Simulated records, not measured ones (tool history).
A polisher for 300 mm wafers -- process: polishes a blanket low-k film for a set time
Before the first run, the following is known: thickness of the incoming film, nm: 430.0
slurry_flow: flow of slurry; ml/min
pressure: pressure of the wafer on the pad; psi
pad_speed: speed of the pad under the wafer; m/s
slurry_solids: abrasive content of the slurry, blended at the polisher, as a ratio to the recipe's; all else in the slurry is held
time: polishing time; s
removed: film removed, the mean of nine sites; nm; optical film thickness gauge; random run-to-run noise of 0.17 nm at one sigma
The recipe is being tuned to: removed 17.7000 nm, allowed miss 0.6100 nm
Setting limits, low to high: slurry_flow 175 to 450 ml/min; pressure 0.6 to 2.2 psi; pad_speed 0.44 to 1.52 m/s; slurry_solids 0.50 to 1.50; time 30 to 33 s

Run 1, hour 0.0: slurry_flow 290 ml/min, pressure 1.4 psi, pad_speed 0.98 m/s, slurry_solids 1.00, time 33 s. Result: removed 10.0190 nm.
Run 2, hour 2.4: slurry_flow 290 ml/min, pressure 1.5 psi, pad_speed 0.98 m/s, slurry_solids 1.00, time 33 s. Result: removed 10.6200 nm.
Run 3, hour 11.2: slurry_flow 290 ml/min, pressure 1.5 psi, pad_speed 0.98 m/s, slurry_solids 1.00, time 30 s. Result: removed 9.5315 nm.
Run 4, hour 19.5: slurry_flow 290 ml/min, pressure 1.5 psi, pad_speed 0.98 m/s, slurry_solids 1.10, time 30 s. Result: removed 10.0230 nm.
Run 5, hour 22.9: slurry_flow 290 ml/min, pressure 1.6 psi, pad_speed 1.00 m/s, slurry_solids 1.10, time 30 s. Result: removed 10.7430 nm.
Run 6, hour 31.9: slurry_flow 290 ml/min, pressure 1.7 psi, pad_speed 1.02 m/s, slurry_solids 1.10, time 30 s. Result: removed 11.5210 nm.
Run 7, hour 37.5: slurry_flow 290 ml/min, pressure 1.8 psi, pad_speed 1.04 m/s, slurry_solids 1.10, time 30 s. Result: removed 12.3620 nm.
Run 8, hour 43.4: slurry_flow 290 ml/min, pressure 1.9 psi, pad_speed 1.06 m/s, slurry_solids 1.10, time 30 s. Result: removed 13.1430 nm.
Run 9, hour 48.5: slurry_flow 290 ml/min, pressure 1.9 psi, pad_speed 1.08 m/s, slurry_solids 1.10, time 30 s. Result: removed 13.5270 nm.
Run 10, hour 55.3: slurry_flow 290 ml/min, pressure 2.2 psi, pad_speed 1.16 m/s, slurry_solids 1.10, time 30 s. Result: removed 16.8240 nm.
Run 11, hour 59.6: slurry_flow 290 ml/min, pressure 2.2 psi, pad_speed 1.20 m/s, slurry_solids 1.10, time 30 s. Result: removed 16.8730 nm.
Run 12, hour 63.7: slurry_flow 290 ml/min, pressure 2.2 psi, pad_speed 1.22 m/s, slurry_solids 1.10, time 30 s. Result: removed 16.8590 nm.

Consider the 5 candidate settings below. Which is the only one whose results all fall within their allowed miss of target?
Run A, hour 67.8: slurry_flow 360 ml/min, pressure 1.7 psi, pad_speed 1.46 m/s, slurry_solids 1.05, time 31 s. Result: removed ?.
Run B, hour 67.8: slurry_flow 255 ml/min, pressure 1.9 psi, pad_speed 1.26 m/s, slurry_solids 1.20, time 32 s. Result: removed ?.
Run C, hour 67.8: slurry_flow 275 ml/min, pressure 2.1 psi, pad_speed 1.34 m/s, slurry_solids 1.20, time 30 s. Result: removed ?.
Run D, hour 67.8: slurry_flow 255 ml/min, pressure 2.1 psi, pad_speed 1.20 m/s, slurry_solids 1.10, time 31 s. Result: removed ?.
Run E, hour 67.8: slurry_flow 295 ml/min, pressure 2.0 psi, pad_speed 1.18 m/s, slurry_solids 1.20, time 30 s. Result: removed ?.

move  removed
   A  15.7570
   B  16.3510
   C  17.8470
   D  16.4250
   E  15.6030
A: moves away from the targets compared with the last run
B: moves away from the targets compared with the last run
C: all results land within tolerance of their targets
D: moves away from the targets compared with the last run
E: moves away from the targets compared with the last run
C is the move that brings every result within its allowed miss.

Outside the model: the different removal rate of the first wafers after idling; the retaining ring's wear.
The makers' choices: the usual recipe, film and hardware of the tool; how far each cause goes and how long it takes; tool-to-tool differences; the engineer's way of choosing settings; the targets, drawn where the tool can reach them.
